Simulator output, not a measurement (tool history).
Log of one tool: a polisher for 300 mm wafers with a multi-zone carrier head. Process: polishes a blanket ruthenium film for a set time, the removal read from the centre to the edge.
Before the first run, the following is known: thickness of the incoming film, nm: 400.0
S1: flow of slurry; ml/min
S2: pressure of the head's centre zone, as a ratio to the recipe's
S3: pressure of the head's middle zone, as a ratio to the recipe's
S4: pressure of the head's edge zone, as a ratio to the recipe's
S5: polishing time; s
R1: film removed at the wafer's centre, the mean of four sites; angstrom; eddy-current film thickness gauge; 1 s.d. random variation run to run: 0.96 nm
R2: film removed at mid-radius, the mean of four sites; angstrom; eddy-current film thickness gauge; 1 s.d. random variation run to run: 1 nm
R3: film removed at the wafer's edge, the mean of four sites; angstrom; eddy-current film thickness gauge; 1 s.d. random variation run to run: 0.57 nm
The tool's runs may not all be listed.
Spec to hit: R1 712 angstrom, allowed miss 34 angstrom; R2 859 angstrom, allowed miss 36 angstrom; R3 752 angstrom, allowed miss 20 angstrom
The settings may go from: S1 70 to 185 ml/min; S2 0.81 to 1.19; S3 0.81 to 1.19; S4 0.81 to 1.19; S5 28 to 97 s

run 1 hour=0 | S1=120 S2=1 S3=1 S4=1 S5=62 | R1=713.6 R2=722.21 R3=713.71
run 2 hour=9 | S1=125 S2=0.98 S3=1.03 S4=1 S5=62 | R1=724.66 R2=743.97 R3=722.01
run 3 hour=13.5 | S1=125 S2=0.98 S3=0.95 S4=1 S5=62 | R1=696.86 R2=683.67 R3=710.82
run 4 hour=21.7 | S1=125 S2=1.02 S3=0.95 S4=1 S5=62 | R1=740.17 R2=676.43 R3=732.25
run 5 hour=23 | S1=140 S2=1.02 S3=0.95 S4=1 S5=62 | R1=759.74 R2=711.94 R3=723.74
run 6 hour=27.4 | S1=140 S2=1.02 S3=0.95 S4=1 S5=52 | R1=642.5 R2=597.08 R3=614.74
run 7 hour=33.4 | S1=140 S2=1 S3=1 S4=1.03 S5=54 | R1=640.63 R2=636.97 R3=646.02
run 8 hour=40.3 | S1=145 S2=0.99 S3=1.05 S4=1.05 S5=56 | R1=683.51 R2=703.52 R3=687.68
run 9 hour=47.2 | S1=150 S2=0.97 S3=1.09 S4=1.06 S5=56 | R1=663.9 R2=721.99 R3=699.39

Next run, 4 choices. One meets every target within its allowed miss, the rest don't. Which?
run A hour=54.1 | S1=150 S2=1.06 S3=1.14 S4=1.02 S5=58 | R1=? R2=? R3=?
run B hour=54.1 | S1=155 S2=0.98 S3=1.19 S4=1.02 S5=59 | R1=? R2=? R3=?
run C hour=54.1 | S1=140 S2=0.94 S3=1.18 S4=1.03 S5=63 | R1=? R2=? R3=?
run D hour=54.1 | S1=140 S2=0.85 S3=1.19 S4=1.05 S5=62 | R1=? R2=? R3=?

move=A R1=763.41 R2=788.44 R3=696.09
move=B R1=723.07 R2=838.11 R3=710.97
move=C R1=722.95 R2=870.09 R3=751.42
move=D R1=642.84 R2=862.94 R3=746.43
A: closes in on the targets versus the last run, not all within tolerance yet
B: brings the result that was furthest off to its target, and leaves another outside
C: every result lands within tolerance
D: brings the result that was furthest off to its target, and leaves another outside
Answer: C
